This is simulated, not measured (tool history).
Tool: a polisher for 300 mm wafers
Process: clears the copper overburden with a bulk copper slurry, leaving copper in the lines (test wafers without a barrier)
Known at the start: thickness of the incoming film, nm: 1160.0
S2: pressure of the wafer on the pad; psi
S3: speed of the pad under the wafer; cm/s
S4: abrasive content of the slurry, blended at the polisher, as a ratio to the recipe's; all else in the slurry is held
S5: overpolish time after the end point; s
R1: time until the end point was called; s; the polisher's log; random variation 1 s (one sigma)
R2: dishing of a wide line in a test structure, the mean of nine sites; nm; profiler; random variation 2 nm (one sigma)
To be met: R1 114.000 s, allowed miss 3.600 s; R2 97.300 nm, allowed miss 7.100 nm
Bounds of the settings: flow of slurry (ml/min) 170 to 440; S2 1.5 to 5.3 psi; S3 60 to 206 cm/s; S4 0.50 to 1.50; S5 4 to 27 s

{"run": 1, "hour": 0.0, "flow of slurry (ml/min)": 280, "S2": 3.4, "S3": 132, "S4": 1.0, "S5": 14, "R1": 77.893, "R2": 111.62}
{"run": 2, "hour": 8.2, "flow of slurry (ml/min)": 280, "S2": 3.3, "S3": 132, "S4": 1.0, "S5": 14, "R1": 78.617, "R2": 111.36}
{"run": 3, "hour": 17.0, "flow of slurry (ml/min)": 280, "S2": 3.3, "S3": 132, "S4": 1.0, "S5": 9, "R1": 79.179, "R2": 86.026}
{"run": 4, "hour": 22.6, "flow of slurry (ml/min)": 280, "S2": 2.6, "S3": 132, "S4": 1.0, "S5": 9, "R1": 100.35, "R2": 71.768}
{"run": 5, "hour": 23.6, "flow of slurry (ml/min)": 280, "S2": 2.6, "S3": 132, "S4": 1.0, "S5": 12, "R1": 99.537, "R2": 86.282}
{"run": 6, "hour": 28.5, "flow of slurry (ml/min)": 280, "S2": 2.1, "S3": 132, "S4": 1.0, "S5": 12, "R1": 122.04, "R2": 71.209}
{"run": 7, "hour": 34.1, "flow of slurry (ml/min)": 280, "S2": 2.1, "S3": 132, "S4": 1.0, "S5": 13, "R1": 121.32, "R2": 74.255}
{"run": 8, "hour": 38.8, "flow of slurry (ml/min)": 280, "S2": 2.1, "S3": 132, "S4": 1.0, "S5": 14, "R1": 122.92, "R2": 77.486}
{"run": 9, "hour": 47.4, "flow of slurry (ml/min)": 285, "S2": 2.3, "S3": 132, "S4": 1.0, "S5": 16, "R1": 112.27, "R2": 88.533}

Which of these 5 next moves meets every target?
{"run": "A", "hour": 56.0, "flow of slurry (ml/min)": 250, "S2": 2.6, "S3": 122, "S4": 1.15, "S5": 17, "R1": "?", "R2": "?"}
{"run": "B", "hour": 56.0, "flow of slurry (ml/min)": 340, "S2": 2.0, "S3": 146, "S4": 1.0, "S5": 21, "R1": "?", "R2": "?"}
{"run": "C", "hour": 56.0, "flow of slurry (ml/min)": 285, "S2": 3.2, "S3": 102, "S4": 1.1, "S5": 25, "R1": "?", "R2": "?"}
{"run": "D", "hour": 56.0, "flow of slurry (ml/min)": 305, "S2": 2.6, "S3": 124, "S4": 1.05, "S5": 15, "R1": "?", "R2": "?"}
{"run": "E", "hour": 56.0, "flow of slurry (ml/min)": 340, "S2": 2.3, "S3": 146, "S4": 0.8, "S5": 14, "R1": "?", "R2": "?"}

move=A R1=106.300 R2=94.095
move=B R1=113.260 R2=92.999
move=C R1=102.580 R2=116.440
move=D R1=103.700 R2=89.781
move=E R1=101.910 R2=85.201
A: brings the result that was furthest off to its target, and leaves another outside
B: meets every target
C: takes the result that was furthest off past its target
D: further off than the last run
E: further off than the last run
Answer: B
